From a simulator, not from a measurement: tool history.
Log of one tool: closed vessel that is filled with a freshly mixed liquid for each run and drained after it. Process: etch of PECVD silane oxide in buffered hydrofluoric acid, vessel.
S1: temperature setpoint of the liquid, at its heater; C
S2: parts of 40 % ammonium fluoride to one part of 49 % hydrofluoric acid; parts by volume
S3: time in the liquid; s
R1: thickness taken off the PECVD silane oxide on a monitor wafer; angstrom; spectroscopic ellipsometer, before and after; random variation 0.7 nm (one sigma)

run  hour  S1   S2   S3      R1
  1     0  20    8  100  1794.9
  2   4.4  20  6.5  100  2219.7
  3   8.2  20  7.5  100  1934.5
  4  11.8  20    9  100  1581.4
  5  18.7  21    9  100  1670.5
  6  20.2  21    9  100  1671.2
  7  26.8  22    9  100  1777.2

Run 8 comes next. What will it give?
  8  29.4  22.5   9  100   ?

Run 8 gave R1 1824.2 angstrom.
